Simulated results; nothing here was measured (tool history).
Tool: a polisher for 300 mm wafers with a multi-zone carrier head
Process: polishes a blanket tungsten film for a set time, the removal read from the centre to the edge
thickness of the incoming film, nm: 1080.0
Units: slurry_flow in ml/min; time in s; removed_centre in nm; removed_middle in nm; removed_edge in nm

{"run": 1, "hour": 0.0, "slurry_flow": 255, "centre_zone": 1, "middle_zone": 1, "edge_zone": 1, "slurry_solids": 1, "time": 76, "removed_centre": 309.74, "removed_middle": 308.07, "removed_edge": 307.52}
{"run": 2, "hour": 7.8, "slurry_flow": 260, "centre_zone": 1.01, "middle_zone": 1.02, "edge_zone": 1.01, "slurry_solids": 1.05, "time": 77, "removed_centre": 322.03, "removed_middle": 317.86, "removed_edge": 320.12}
{"run": 3, "hour": 15.0, "slurry_flow": 260, "centre_zone": 1.01, "middle_zone": 1.1, "edge_zone": 1.01, "slurry_solids": 1.05, "time": 77, "removed_centre": 312.06, "removed_middle": 338.21, "removed_edge": 318.5}
{"run": 4, "hour": 23.9, "slurry_flow": 265, "centre_zone": 1.02, "middle_zone": 1.11, "edge_zone": 1.01, "slurry_solids": 1.1, "time": 78, "removed_centre": 338.19, "removed_middle": 351.91, "removed_edge": 325.32}
{"run": 5, "hour": 28.5, "slurry_flow": 265, "centre_zone": 1.06, "middle_zone": 1.11, "edge_zone": 1.01, "slurry_solids": 1.1, "time": 78, "removed_centre": 339.65, "removed_middle": 345.73, "removed_edge": 324.21}
{"run": 6, "hour": 29.6, "slurry_flow": 270, "centre_zone": 1.06, "middle_zone": 1.12, "edge_zone": 1.02, "slurry_solids": 1.15, "time": 79, "removed_centre": 351.73, "removed_middle": 362.18, "removed_edge": 335.52}

Forecast run 7:
{"run": 7, "hour": 32.8, "slurry_flow": 275, "centre_zone": 1.07, "middle_zone": 1.13, "edge_zone": 1.03, "slurry_solids": 1.2, "time": 80, "removed_centre": "?", "removed_middle": "?", "removed_edge": "?"}

Run 7 gave removed_centre 358.11 nm, removed_middle 372.71 nm, removed_edge 348.01 nm.

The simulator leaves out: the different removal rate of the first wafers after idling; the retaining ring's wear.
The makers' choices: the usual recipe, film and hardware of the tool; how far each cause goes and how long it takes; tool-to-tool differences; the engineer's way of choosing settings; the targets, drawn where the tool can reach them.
